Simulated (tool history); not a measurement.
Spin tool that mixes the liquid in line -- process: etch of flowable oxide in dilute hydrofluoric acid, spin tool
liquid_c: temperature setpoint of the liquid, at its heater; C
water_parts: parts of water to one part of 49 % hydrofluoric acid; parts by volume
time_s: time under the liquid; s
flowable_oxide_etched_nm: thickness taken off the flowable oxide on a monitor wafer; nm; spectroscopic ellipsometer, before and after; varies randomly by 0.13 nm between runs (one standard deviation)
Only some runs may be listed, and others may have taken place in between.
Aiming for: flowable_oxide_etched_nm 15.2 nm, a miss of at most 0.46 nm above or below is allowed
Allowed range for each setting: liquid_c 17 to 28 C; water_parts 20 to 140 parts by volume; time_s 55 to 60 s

run,day,liquid_c,water_parts,time_s,flowable_oxide_etched_nm
1,0,20,75,55,26.939
2,0.275,19.5,85,55,23.138
3,0.304,19.5,85,60,25.292
4,0.633,19.5,85,55,23.49
5,0.725,19.5,85,60,25.056
6,0.771,19,90,60,22.968
7,0.875,18.5,95,60,21.273
8,1.192,18,100,60,20.051
9,1.429,18,105,60,18.524
10,1.788,18,110,60,17.71
11,1.917,17.5,115,60,16.485

Exactly one of the 5 candidate moves below puts every result within its allowed miss. Which one?
A,2.046,17,105,60,?
B,2.046,17.5,125,60,?
C,2.046,17,115,60,?
D,2.046,19.5,115,55,?
E,2.046,17,110,60,?

move,flowable_oxide_etched_nm
A,17.973
B,15.124
C,16.253
D,16.53
E,17.073
A: moves away from the targets compared with the last run
B: each result inside its tolerance
C: gains on the last run, yet a result remains outside its allowed miss
D: about as far from the targets as the last run
E: moves away from the targets compared with the last run
Go with B: it meets all targets.
